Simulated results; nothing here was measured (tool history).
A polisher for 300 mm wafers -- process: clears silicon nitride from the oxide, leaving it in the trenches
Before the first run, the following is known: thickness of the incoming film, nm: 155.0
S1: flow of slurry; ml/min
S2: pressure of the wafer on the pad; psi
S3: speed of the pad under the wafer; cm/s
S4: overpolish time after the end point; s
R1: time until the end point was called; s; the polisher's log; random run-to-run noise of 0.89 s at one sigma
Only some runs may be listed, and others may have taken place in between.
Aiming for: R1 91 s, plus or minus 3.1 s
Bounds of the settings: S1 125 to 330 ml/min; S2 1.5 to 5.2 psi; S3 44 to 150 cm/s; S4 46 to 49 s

run  hour   S1   S2  S3  S4      R1
  1     0  210  3.3  96  46  131.61
  2   2.4  210  3.3  96  49  129.82
  3   5.7  215  3.6  96  49  120.75
  4   8.8  215  3.8  96  49  113.42
  5  16.2  215  3.3  96  49  132.73
  6  21.9  215  3.6  96  49  121.51
  7  28.7  215  3.8  96  49  117.33
  8  34.4  215  4.1  96  49  105.53
  9  41.3  215  4.2  96  49  103.22

Below are 5 possible settings for the next run. Only one of them brings all results inside the allowed miss of their targets. Which is it?
  A  48.2  130  4.7   98  46   ?
  B  48.2  155  4.6   96  46   ?
  C  48.2  200  4.3  110  46   ?
  D  48.2  220  4.4   96  49   ?
  E  48.2  140  4.2  104  46   ?

move      R1
   A  95.264
   B   97.36
   C  91.101
   D  98.668
   E  100.68
A: closes in on the targets versus the last run, not all within tolerance yet
B: closes in on the targets versus the last run, not all within tolerance yet
C: meets every target
D: closes in on the targets versus the last run, not all within tolerance yet
E: closes in on the targets versus the last run, not all within tolerance yet
So the answer is move C, the one that meets all the targets.
